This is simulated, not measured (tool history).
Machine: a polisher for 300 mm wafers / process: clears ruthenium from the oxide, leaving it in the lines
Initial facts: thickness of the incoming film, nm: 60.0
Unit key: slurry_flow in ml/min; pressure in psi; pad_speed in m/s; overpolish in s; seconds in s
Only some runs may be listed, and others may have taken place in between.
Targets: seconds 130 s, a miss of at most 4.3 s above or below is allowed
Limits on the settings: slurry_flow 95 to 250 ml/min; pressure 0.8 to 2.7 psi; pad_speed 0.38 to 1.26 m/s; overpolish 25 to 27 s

run 1 hour=0 | slurry_flow=160 pressure=1.7 pad_speed=0.82 overpolish=25 | seconds=101.21
run 2 hour=4.6 | slurry_flow=160 pressure=1.9 pad_speed=0.82 overpolish=25 | seconds=90.637
run 3 hour=12.6 | slurry_flow=160 pressure=1.8 pad_speed=0.82 overpolish=25 | seconds=96.261
run 4 hour=14.3 | slurry_flow=160 pressure=2.1 pad_speed=0.82 overpolish=25 | seconds=82.466
run 5 hour=16.5 | slurry_flow=160 pressure=2.1 pad_speed=0.82 overpolish=25 | seconds=81.098
run 6 hour=18.1 | slurry_flow=160 pressure=1.9 pad_speed=0.82 overpolish=25 | seconds=91.236
run 7 hour=26 | slurry_flow=160 pressure=1.8 pad_speed=0.82 overpolish=25 | seconds=96.276
-- hour=29.5 worn pad replaced by a new one
run 8 hour=29.5 | slurry_flow=160 pressure=1.7 pad_speed=0.82 overpolish=25 | seconds=91.098
run 9 hour=34.3 | slurry_flow=160 pressure=1.6 pad_speed=0.8 overpolish=25 | seconds=99.856
run 10 hour=40.8 | slurry_flow=160 pressure=1.5 pad_speed=0.8 overpolish=25 | seconds=106.86

4 next moves are on the table. One of them brings every result within its allowed miss. Which?
run A hour=47.3 | slurry_flow=160 pressure=1.4 pad_speed=0.7 overpolish=27 | seconds=?
run B hour=47.3 | slurry_flow=110 pressure=1.8 pad_speed=0.54 overpolish=25 | seconds=?
run C hour=47.3 | slurry_flow=190 pressure=1.5 pad_speed=0.82 overpolish=27 | seconds=?
run D hour=47.3 | slurry_flow=175 pressure=1.7 pad_speed=0.82 overpolish=26 | seconds=?

move=A seconds=128.3
move=B seconds=137.54
move=C seconds=101.18
move=D seconds=90.778
A: all results land within tolerance of their targets
B: moves the result that the last run missed by most past its target, out the other side
C: its largest miss is bigger than the last run's
D: its largest miss is bigger than the last run's
Go with A: it meets all targets.

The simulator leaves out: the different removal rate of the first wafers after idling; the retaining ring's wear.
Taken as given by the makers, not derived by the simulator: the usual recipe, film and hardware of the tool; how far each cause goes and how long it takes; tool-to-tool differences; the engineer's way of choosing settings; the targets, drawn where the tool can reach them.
